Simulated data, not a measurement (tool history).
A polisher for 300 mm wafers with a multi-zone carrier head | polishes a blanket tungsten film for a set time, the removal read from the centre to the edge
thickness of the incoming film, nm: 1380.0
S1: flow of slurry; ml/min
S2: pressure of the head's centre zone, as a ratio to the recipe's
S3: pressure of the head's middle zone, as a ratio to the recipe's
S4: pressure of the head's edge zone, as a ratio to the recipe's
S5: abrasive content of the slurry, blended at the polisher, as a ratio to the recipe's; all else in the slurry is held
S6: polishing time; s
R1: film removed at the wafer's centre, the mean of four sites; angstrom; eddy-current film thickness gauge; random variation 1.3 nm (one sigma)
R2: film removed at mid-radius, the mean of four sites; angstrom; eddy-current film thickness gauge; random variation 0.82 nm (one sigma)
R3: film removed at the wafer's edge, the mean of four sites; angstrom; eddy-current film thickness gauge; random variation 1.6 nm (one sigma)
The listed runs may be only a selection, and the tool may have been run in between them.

{"run": 1, "hour": 0.0, "S1": 275, "S2": 1.0, "S3": 1.0, "S4": 1.0, "S5": 1.0, "S6": 47, "R1": 1506.5, "R2": 1509.4, "R3": 1554.1}
{"run": 2, "hour": 4.7, "S1": 280, "S2": 1.01, "S3": 0.99, "S4": 0.95, "S5": 0.85, "S6": 45, "R1": 1367.2, "R2": 1364.3, "R3": 1362.4}
{"run": 3, "hour": 11.7, "S1": 280, "S2": 1.02, "S3": 0.96, "S4": 0.91, "S5": 0.75, "S6": 45, "R1": 1310.0, "R2": 1276.8, "R3": 1276.3}
{"run": 4, "hour": 13.9, "S1": 275, "S2": 1.02, "S3": 0.94, "S4": 0.88, "S5": 0.7, "S6": 45, "R1": 1314.5, "R2": 1243.2, "R3": 1259.7}
{"run": 5, "hour": 16.9, "S1": 275, "S2": 1.02, "S3": 0.94, "S4": 0.88, "S5": 0.7, "S6": 38, "R1": 1081.3, "R2": 1060.0, "R3": 1042.6}
{"run": 6, "hour": 24.9, "S1": 325, "S2": 1.02, "S3": 0.94, "S4": 0.88, "S5": 0.7, "S6": 38, "R1": 1119.4, "R2": 1058.4, "R3": 1043.7}

What does the tool deliver on the next run?
{"run": 7, "hour": 27.8, "S1": 325, "S2": 1.03, "S3": 0.95, "S4": 0.9, "S5": 0.75, "S6": 38, "R1": "?", "R2": "?", "R3": "?"}

Run 7 yielded R1 1167.1 angstrom, R2 1103.2 angstrom, R3 1051.9 angstrom.
